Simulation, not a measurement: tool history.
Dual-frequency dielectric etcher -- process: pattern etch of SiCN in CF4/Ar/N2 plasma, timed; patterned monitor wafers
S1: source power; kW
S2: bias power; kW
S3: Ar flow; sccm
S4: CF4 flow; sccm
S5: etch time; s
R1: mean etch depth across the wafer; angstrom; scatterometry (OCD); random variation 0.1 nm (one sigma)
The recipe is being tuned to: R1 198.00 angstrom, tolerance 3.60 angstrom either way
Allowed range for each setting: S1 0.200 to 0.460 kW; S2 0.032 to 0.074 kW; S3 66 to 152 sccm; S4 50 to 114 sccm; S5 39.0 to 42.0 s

{"run": 1, "hour": 0.0, "S1": 0.33, "S2": 0.053, "S3": 109, "S4": 82, "S5": 42.0, "R1": 250.05}
{"run": 2, "hour": 6.5, "S1": 0.33, "S2": 0.045, "S3": 109, "S4": 82, "S5": 42.0, "R1": 233.38}
{"run": 3, "hour": 11.8, "S1": 0.31, "S2": 0.045, "S3": 109, "S4": 82, "S5": 42.0, "R1": 226.4}
{"run": 4, "hour": 20.1, "S1": 0.31, "S2": 0.038, "S3": 109, "S4": 82, "S5": 42.0, "R1": 211.37}
{"run": 5, "hour": 28.9, "S1": 0.31, "S2": 0.038, "S3": 109, "S4": 73, "S5": 42.0, "R1": 207.26}
{"run": 6, "hour": 33.7, "S1": 0.36, "S2": 0.038, "S3": 109, "S4": 73, "S5": 42.0, "R1": 228.4}
{"run": 7, "hour": 42.5, "S1": 0.34, "S2": 0.038, "S3": 109, "S4": 73, "S5": 42.0, "R1": 223.3}
{"run": 8, "hour": 47.9, "S1": 0.33, "S2": 0.038, "S3": 109, "S4": 73, "S5": 42.0, "R1": 215.29}
{"run": 9, "hour": 53.7, "S1": 0.32, "S2": 0.038, "S3": 109, "S4": 73, "S5": 42.0, "R1": 213.08}
{"run": 10, "hour": 58.2, "S1": 0.31, "S2": 0.038, "S3": 109, "S4": 73, "S5": 42.0, "R1": 210.46}
{"run": 11, "hour": 63.5, "S1": 0.3, "S2": 0.038, "S3": 109, "S4": 73, "S5": 42.0, "R1": 205.07}

Consider the 4 candidate settings below. Which is the only one whose results all fall within their allowed miss of target?
{"run": "A", "hour": 68.8, "S1": 0.36, "S2": 0.032, "S3": 120, "S4": 71, "S5": 41.0, "R1": "?"}
{"run": "B", "hour": 68.8, "S1": 0.3, "S2": 0.042, "S3": 108, "S4": 77, "S5": 40.5, "R1": "?"}
{"run": "C", "hour": 68.8, "S1": 0.29, "S2": 0.046, "S3": 101, "S4": 71, "S5": 40.5, "R1": "?"}
{"run": "D", "hour": 68.8, "S1": 0.26, "S2": 0.043, "S3": 94, "S4": 87, "S5": 40.5, "R1": "?"}

move=A R1=206.05
move=B R1=206.18
move=C R1=207.56
move=D R1=198.93
A: further off than the last run
B: further off than the last run
C: further off than the last run
D: each result inside its tolerance
Answer: D
